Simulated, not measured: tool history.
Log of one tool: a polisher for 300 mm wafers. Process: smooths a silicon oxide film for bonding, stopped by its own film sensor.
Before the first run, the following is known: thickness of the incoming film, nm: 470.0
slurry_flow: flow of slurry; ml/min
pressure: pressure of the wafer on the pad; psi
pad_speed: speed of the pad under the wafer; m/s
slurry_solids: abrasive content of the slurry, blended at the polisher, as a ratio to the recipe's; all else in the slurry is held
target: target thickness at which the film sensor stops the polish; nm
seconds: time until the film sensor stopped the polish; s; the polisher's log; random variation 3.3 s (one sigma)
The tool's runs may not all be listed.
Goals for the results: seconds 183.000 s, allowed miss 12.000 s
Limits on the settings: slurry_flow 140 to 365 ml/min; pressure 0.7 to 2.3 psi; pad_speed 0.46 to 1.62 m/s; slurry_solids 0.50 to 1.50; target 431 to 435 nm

run,hour,slurry_flow,pressure,pad_speed,slurry_solids,target,seconds
1,0.0,235,1.5,1.04,1.00,431,84.517
2,6.7,235,1.3,1.04,1.00,431,96.350
3,12.9,235,1.1,1.04,1.00,431,115.080
4,21.8,235,1.4,1.04,1.00,431,91.143
5,26.1,235,1.4,1.04,1.15,431,86.934
6,34.5,235,1.4,1.04,1.15,435,79.407
7,35.6,235,1.3,1.00,1.15,435,84.828
8,38.1,235,1.3,1.00,1.15,435,88.209
9,45.6,235,1.2,0.96,1.15,435,95.873
10,54.5,235,1.2,0.92,1.15,435,98.231
11,60.0,235,1.2,0.88,1.15,435,102.700
12,66.8,235,1.2,0.86,1.15,435,107.880
13,68.6,235,1.2,0.84,1.15,435,106.930
14,74.3,235,0.8,0.56,1.05,434,227.810
15,81.1,235,0.9,0.58,1.05,434,203.970

Below are 5 possible settings for the next run. Only one of them brings all results inside the allowed miss of their targets. Which is it?
A,87.9,250,0.9,0.58,0.90,434,?
B,87.9,215,1.2,0.54,0.90,431,?
C,87.9,235,1.2,0.60,0.95,434,?
D,87.9,210,0.9,0.64,1.00,431,?
E,87.9,265,0.8,0.66,0.85,435,?

move,seconds
A,205.900
B,182.010
C,150.800
D,203.750
E,203.940
A: the biggest miss grows against the last run
B: meets every target
C: the result that was furthest off in the last run now lies on the other side of its target
D: as far off as the last run
E: as far off as the last run
The move that meets every target is B.
